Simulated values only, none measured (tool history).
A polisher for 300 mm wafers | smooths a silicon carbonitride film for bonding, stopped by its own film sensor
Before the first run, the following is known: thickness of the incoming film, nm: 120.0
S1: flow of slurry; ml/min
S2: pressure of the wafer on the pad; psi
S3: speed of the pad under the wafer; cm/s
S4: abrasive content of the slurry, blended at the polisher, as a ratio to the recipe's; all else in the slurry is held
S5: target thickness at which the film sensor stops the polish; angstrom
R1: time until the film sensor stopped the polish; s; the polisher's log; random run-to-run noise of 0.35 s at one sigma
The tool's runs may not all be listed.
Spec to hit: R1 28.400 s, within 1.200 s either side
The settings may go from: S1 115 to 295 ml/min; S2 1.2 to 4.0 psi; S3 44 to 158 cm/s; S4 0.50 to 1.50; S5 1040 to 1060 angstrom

run,hour,S1,S2,S3,S4,S5,R1
1,0.0,190,2.6,100,1.00,1040,54.821
2,7.3,155,2.6,100,1.00,1040,56.195
3,14.7,155,2.8,102,1.00,1040,52.181
4,20.2,160,3.0,106,1.00,1040,47.348
5,28.0,160,3.2,110,1.00,1040,43.437
6,34.9,160,3.3,114,1.00,1040,39.703
# hour 35.6: slurry blender recalibrated
7,35.6,160,3.4,116,1.00,1040,34.695
8,43.9,170,3.5,116,1.00,1040,33.322
9,50.8,180,3.5,116,1.00,1040,34.164
10,56.5,185,3.6,116,1.00,1040,32.285
11,65.1,190,3.6,116,1.00,1040,32.299
12,68.8,195,3.6,116,1.00,1040,31.676
13,74.7,200,3.6,116,1.00,1040,31.602
14,76.3,205,3.6,116,1.00,1040,32.048

4 next moves are on the table. One of them brings every result within its allowed miss. Which?
A,77.9,190,3.5,102,1.05,1050,?
B,77.9,160,3.6,110,0.80,1040,?
C,77.9,205,4.0,96,1.05,1060,?
D,77.9,175,3.6,102,0.80,1040,?

move,R1
A,33.482
B,36.782
C,28.484
D,38.464
A: moves away from the targets compared with the last run
B: moves away from the targets compared with the last run
C: all results land within tolerance of their targets
D: moves away from the targets compared with the last run
So the answer is move C, the one that meets all the targets.
